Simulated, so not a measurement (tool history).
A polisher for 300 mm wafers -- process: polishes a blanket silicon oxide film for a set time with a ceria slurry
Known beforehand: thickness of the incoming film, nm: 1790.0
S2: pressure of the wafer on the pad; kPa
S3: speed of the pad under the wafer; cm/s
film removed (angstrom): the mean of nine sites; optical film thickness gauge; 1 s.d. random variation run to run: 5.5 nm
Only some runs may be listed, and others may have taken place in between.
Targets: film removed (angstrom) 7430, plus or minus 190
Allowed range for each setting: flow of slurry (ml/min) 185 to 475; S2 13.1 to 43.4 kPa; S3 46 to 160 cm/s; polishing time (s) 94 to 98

run 1 day=0 | flow_of_slurry_(ml/min)=305 S2=28.3 S3=102 polishing_time_(s)=94 | film_removed_(angstrom)=4807.5
run 2 day=0.283 | flow_of_slurry_(ml/min)=305 S2=31.7 S3=102 polishing_time_(s)=94 | film_removed_(angstrom)=5444.1
run 3 day=0.542 | flow_of_slurry_(ml/min)=250 S2=31.7 S3=102 polishing_time_(s)=94 | film_removed_(angstrom)=5334.3
run 4 day=0.917 | flow_of_slurry_(ml/min)=250 S2=31.7 S3=102 polishing_time_(s)=98 | film_removed_(angstrom)=5513.3
run 5 day=1.05 | flow_of_slurry_(ml/min)=250 S2=35.2 S3=102 polishing_time_(s)=98 | film_removed_(angstrom)=6126.8
run 6 day=1.092 | flow_of_slurry_(ml/min)=250 S2=40.7 S3=102 polishing_time_(s)=98 | film_removed_(angstrom)=7018.4
run 7 day=1.212 | flow_of_slurry_(ml/min)=255 S2=41.4 S3=102 polishing_time_(s)=98 | film_removed_(angstrom)=7166.3
run 8 day=1.242 | flow_of_slurry_(ml/min)=260 S2=41.4 S3=102 polishing_time_(s)=98 | film_removed_(angstrom)=7229.7
run 9 day=1.554 | flow_of_slurry_(ml/min)=260 S2=41.4 S3=102 polishing_time_(s)=98 | film_removed_(angstrom)=7153.1

Below are 5 possible settings for the next run. Only one of them brings all results inside the allowed miss of their targets. Which is it?
run A day=1.867 | flow_of_slurry_(ml/min)=285 S2=39.3 S3=110 polishing_time_(s)=94 | film_removed_(angstrom)=?
run B day=1.867 | flow_of_slurry_(ml/min)=310 S2=42.7 S3=92 polishing_time_(s)=98 | film_removed_(angstrom)=?
run C day=1.867 | flow_of_slurry_(ml/min)=265 S2=40 S3=118 polishing_time_(s)=98 | film_removed_(angstrom)=?
run D day=1.867 | flow_of_slurry_(ml/min)=230 S2=43.4 S3=102 polishing_time_(s)=98 | film_removed_(angstrom)=?
run E day=1.867 | flow_of_slurry_(ml/min)=255 S2=43.4 S3=100 polishing_time_(s)=94 | film_removed_(angstrom)=?

move=A film_removed_(angstrom)=7017.5
move=B film_removed_(angstrom)=6862.6
move=C film_removed_(angstrom)=7843.5
move=D film_removed_(angstrom)=7358.8
move=E film_removed_(angstrom)=7028.2
A: lands further from the targets than the last run did
B: lands further from the targets than the last run did
C: takes the result that was furthest off past its target
D: hits every target within its allowed miss
E: lands further from the targets than the last run did
Go with D: it meets all targets.
